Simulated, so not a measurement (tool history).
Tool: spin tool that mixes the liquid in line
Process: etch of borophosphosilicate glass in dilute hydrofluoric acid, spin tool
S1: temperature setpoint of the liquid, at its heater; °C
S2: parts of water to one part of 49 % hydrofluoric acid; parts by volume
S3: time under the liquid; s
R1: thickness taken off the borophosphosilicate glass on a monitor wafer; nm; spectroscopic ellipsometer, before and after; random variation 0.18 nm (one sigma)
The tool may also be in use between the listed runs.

Run 1, hour 0.0: S1 22.0 °C, S2 205 parts by volume, S3 170 s. Result: R1 35.567 nm.
Run 2, hour 7.5: S1 22.0 °C, S2 140 parts by volume, S3 170 s. Result: R1 56.128 nm.
Run 3, hour 10.1: S1 22.0 °C, S2 140 parts by volume, S3 185 s. Result: R1 61.295 nm.
Run 4, hour 14.1: S1 20.5 °C, S2 165 parts by volume, S3 185 s. Result: R1 47.533 nm.
Run 5, hour 15.5: S1 20.5 °C, S2 140 parts by volume, S3 185 s. Result: R1 57.756 nm.
Run 6, hour 16.5: S1 20.5 °C, S2 165 parts by volume, S3 185 s. Result: R1 47.209 nm.

Forecast run 7:
At hour 22.9: hydrofluoric acid flow meter replaced.
Run 7, hour 22.9: S1 19.5 °C, S2 175 parts by volume, S3 185 s. Result: R1 ?.

{"run 7": {"R1": 48.066}}
